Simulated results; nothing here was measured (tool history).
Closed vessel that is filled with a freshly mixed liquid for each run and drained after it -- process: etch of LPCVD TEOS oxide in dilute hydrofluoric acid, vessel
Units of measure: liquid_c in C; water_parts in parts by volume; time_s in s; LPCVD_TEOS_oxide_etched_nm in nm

run	hour	liquid_c	water_parts	time_s	LPCVD_TEOS_oxide_etched_nm
1	0.0	21.0	125	30	5.1069
2	8.7	21.0	165	30	3.7320
3	12.1	21.0	200	30	2.9763
4	15.1	21.0	200	30	2.9846
5	23.9	21.0	200	30	2.9493
6	30.5	23.0	165	30	4.0507
7	37.6	24.5	140	30	5.1554

What will run 8 give?
# hour 40.5: hydrofluoric acid flow meter replaced
8	40.5	25.5	120	30	?

Logged for run 8: LPCVD_TEOS_oxide_etched_nm 5.7628 nm.

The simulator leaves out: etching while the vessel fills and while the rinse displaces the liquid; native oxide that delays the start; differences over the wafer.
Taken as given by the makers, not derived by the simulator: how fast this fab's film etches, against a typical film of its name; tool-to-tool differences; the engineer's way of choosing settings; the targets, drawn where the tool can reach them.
